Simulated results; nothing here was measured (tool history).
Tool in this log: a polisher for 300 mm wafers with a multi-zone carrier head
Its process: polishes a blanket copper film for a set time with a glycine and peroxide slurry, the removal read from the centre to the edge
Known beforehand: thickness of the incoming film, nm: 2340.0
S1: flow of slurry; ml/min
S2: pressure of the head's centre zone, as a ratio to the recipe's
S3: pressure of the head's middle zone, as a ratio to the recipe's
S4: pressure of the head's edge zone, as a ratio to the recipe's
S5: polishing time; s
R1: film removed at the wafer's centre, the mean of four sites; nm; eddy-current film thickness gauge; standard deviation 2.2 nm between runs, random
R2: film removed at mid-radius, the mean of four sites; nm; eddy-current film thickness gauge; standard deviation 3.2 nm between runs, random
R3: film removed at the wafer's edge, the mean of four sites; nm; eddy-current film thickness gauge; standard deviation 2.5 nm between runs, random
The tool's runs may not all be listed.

run    day   S1    S2    S3    S4  S5      R1      R2      R3
  1      0  270     1     1     1  72  315.22  307.36  317.55
  2  0.071  265  0.98  0.99     1  72  308.29   316.8  319.64
  3  0.212  260  0.97  0.97  1.01  71  302.33  301.63  321.07
  4   0.35  255  0.95  0.96     1  70   290.3  292.06  310.61
  5    0.5  255  0.95  0.96  0.93  70  291.99  298.26  295.72
  6  0.596  250  0.93  0.95  0.94  70  282.34  297.38  303.04
  7  0.725  245  0.92  0.94  0.94  70  276.38  283.87  297.43

Estimate the outcome of run 8 from the log above:
  8  1.088  245  0.92  0.94  0.94  70   ?   ?   ?

R1: 277.97 nm
R2: 288.71 nm
R3: 298.49 nm

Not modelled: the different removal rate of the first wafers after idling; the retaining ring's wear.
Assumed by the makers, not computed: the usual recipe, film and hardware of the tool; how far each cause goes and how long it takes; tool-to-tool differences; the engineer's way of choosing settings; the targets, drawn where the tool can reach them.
